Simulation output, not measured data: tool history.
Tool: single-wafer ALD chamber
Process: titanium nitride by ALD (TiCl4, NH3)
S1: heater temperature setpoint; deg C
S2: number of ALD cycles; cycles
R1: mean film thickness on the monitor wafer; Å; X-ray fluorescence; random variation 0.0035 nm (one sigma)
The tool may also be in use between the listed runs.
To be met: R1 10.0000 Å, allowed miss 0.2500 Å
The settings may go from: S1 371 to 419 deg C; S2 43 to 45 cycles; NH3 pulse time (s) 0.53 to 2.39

Run 1, hour 0.0: S1 395 deg C, S2 45 cycles, NH3 pulse time (s) 1.46. Result: R1 11.2680 Å.
Run 2, hour 4.1: S1 391 deg C, S2 45 cycles, NH3 pulse time (s) 1.30. Result: R1 11.0040 Å.
Run 3, hour 7.9: S1 389 deg C, S2 45 cycles, NH3 pulse time (s) 1.21. Result: R1 10.9040 Å.
Run 4, hour 15.4: S1 389 deg C, S2 45 cycles, NH3 pulse time (s) 1.21. Result: R1 10.9470 Å.
Run 5, hour 17.1: S1 389 deg C, S2 45 cycles, NH3 pulse time (s) 1.21. Result: R1 10.9360 Å.
Run 6, hour 20.6: S1 389 deg C, S2 45 cycles, NH3 pulse time (s) 1.21. Result: R1 10.9600 Å.
Run 7, hour 23.1: S1 387 deg C, S2 45 cycles, NH3 pulse time (s) 1.11. Result: R1 10.8200 Å.
Run 8, hour 30.3: S1 385 deg C, S2 45 cycles, NH3 pulse time (s) 1.04. Result: R1 10.6050 Å.
Run 9, hour 36.4: S1 384 deg C, S2 45 cycles, NH3 pulse time (s) 1.02. Result: R1 10.6010 Å.
Run 10, hour 41.6: S1 383 deg C, S2 45 cycles, NH3 pulse time (s) 1.00. Result: R1 10.5860 Å.
Run 11, hour 50.1: S1 382 deg C, S2 45 cycles, NH3 pulse time (s) 0.97. Result: R1 10.5030 Å.
Run 12, hour 51.7: S1 378 deg C, S2 43 cycles, NH3 pulse time (s) 0.78. Result: R1 9.5752 Å.

4 next moves are on the table. One of them brings every result within its allowed miss. Which?
Run A, hour 53.3: S1 385 deg C, S2 43 cycles, NH3 pulse time (s) 0.62. Result: R1 ?.
Run B, hour 53.3: S1 387 deg C, S2 45 cycles, NH3 pulse time (s) 0.62. Result: R1 ?.
Run C, hour 53.3: S1 372 deg C, S2 45 cycles, NH3 pulse time (s) 0.65. Result: R1 ?.
Run D, hour 53.3: S1 372 deg C, S2 45 cycles, NH3 pulse time (s) 0.64. Result: R1 ?.

move      R1
   A  9.3732
   B  9.8799
   C  9.3755
   D  9.3347
A: further off than the last run
B: meets every target
C: further off than the last run
D: further off than the last run
The right move is B.
